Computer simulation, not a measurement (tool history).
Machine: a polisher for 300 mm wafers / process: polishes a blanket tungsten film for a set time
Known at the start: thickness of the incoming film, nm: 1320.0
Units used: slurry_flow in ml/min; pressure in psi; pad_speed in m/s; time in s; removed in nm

run,day,slurry_flow,pressure,pad_speed,slurry_solids,time,removed
1,0.000,305,2.8,1.06,1.0,37,137.24
2,0.112,305,2.7,1.06,1.0,37,133.94
3,0.200,305,2.7,1.06,1.0,33,116.93
4,0.262,275,2.7,1.06,1.0,33,115.62
5,0.629,270,2.7,1.06,1.0,33,118.60
6,0.883,220,2.7,1.06,1.0,33,114.58
7,0.933,220,2.6,1.06,1.0,33,111.25

Expected results for the next run?
8,1.125,220,2.5,1.06,1.0,33,?

Run 8 yielded removed 112.94 nm.

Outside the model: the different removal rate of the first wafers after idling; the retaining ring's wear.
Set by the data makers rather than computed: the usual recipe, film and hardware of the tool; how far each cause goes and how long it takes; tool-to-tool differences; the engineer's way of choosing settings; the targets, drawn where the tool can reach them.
